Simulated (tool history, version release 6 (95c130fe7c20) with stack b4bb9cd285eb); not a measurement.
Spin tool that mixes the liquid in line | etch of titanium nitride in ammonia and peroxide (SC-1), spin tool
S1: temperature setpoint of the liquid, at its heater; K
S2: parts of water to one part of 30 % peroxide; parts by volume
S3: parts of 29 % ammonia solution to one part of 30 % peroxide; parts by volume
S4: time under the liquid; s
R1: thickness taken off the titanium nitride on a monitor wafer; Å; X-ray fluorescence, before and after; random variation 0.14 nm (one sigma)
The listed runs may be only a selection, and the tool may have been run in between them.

run 1 hour=0.0 | S1=330.15 S2=16 S3=0.75 S4=310 | R1=210.08
run 2 hour=4.5 | S1=330.15 S2=19 S3=0.75 S4=310 | R1=191.74
run 3 hour=12.3 | S1=331.15 S2=19 S3=0.75 S4=310 | R1=203.52
run 4 hour=21.0 | S1=332.15 S2=19 S3=0.75 S4=310 | R1=218.71
run 5 hour=23.4 | S1=333.15 S2=19 S3=0.75 S4=310 | R1=233.68
run 6 hour=24.9 | S1=333.15 S2=23 S3=0.75 S4=310 | R1=210.25
run 7 hour=26.4 | S1=334.15 S2=23 S3=0.75 S4=310 | R1=224.49
run 8 hour=28.5 | S1=335.15 S2=23 S3=0.75 S4=310 | R1=237.97

Run 9 is up next; what results do you expect?
run 9 hour=30.1 | S1=336.15 S2=23 S3=0.75 S4=310 | R1=?

Run 9 produced R1 254.93 Å.
